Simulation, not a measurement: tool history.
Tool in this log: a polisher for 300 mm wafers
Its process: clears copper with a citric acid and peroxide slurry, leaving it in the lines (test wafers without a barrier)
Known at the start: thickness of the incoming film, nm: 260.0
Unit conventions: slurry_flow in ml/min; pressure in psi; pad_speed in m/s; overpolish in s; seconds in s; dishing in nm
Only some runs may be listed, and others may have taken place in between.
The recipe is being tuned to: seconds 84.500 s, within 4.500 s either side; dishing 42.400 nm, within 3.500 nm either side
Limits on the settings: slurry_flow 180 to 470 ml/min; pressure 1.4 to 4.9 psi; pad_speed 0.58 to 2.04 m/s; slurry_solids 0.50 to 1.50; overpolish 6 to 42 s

run  hour  slurry_flow  pressure  pad_speed  slurry_solids  overpolish  seconds  dishing
  1   0.0          300       3.1       1.30           1.00          21  114.720   33.865
  2   1.0          300       3.3       1.30           1.00          21  109.430   36.372
  3   1.8          300       3.3       1.06           1.00          21  130.180   28.733
  4   6.0          300       3.3       1.06           1.20          21  125.820   31.923
  5  10.7          300       3.6       1.06           1.20          21  117.880   33.499
  6  13.6          300       4.0       1.06           1.20          21  109.940   37.513
  7  21.0          300       4.2       1.10           1.20          20   98.466   36.131
  8  25.4          300       4.3       1.10           1.20          20  101.150   38.090
  9  32.5          300       4.9       1.16           1.20          17   85.134   38.300

Pick the move, out of 4, that brings all results within their allowed miss; only one does.
  A  39.6          255       4.4       1.50           1.35          22        ?        ?
  B  39.6          250       4.5       1.30           1.15          16        ?        ?
  C  39.6          225       4.6       1.12           1.15          23        ?        ?
  D  39.6          200       4.6       1.26           1.35          20        ?        ?

move  seconds  dishing
   A   71.189   52.169
   B   83.424   35.902
   C   95.681   43.184
   D   83.808   42.925
A: carries the result that was furthest off beyond its target, to the other side
B: further off than the last run
C: gets the furthest-off result to its target, but another result is out of tolerance
D: meets every target
So the answer is move D, the one that meets all the targets.

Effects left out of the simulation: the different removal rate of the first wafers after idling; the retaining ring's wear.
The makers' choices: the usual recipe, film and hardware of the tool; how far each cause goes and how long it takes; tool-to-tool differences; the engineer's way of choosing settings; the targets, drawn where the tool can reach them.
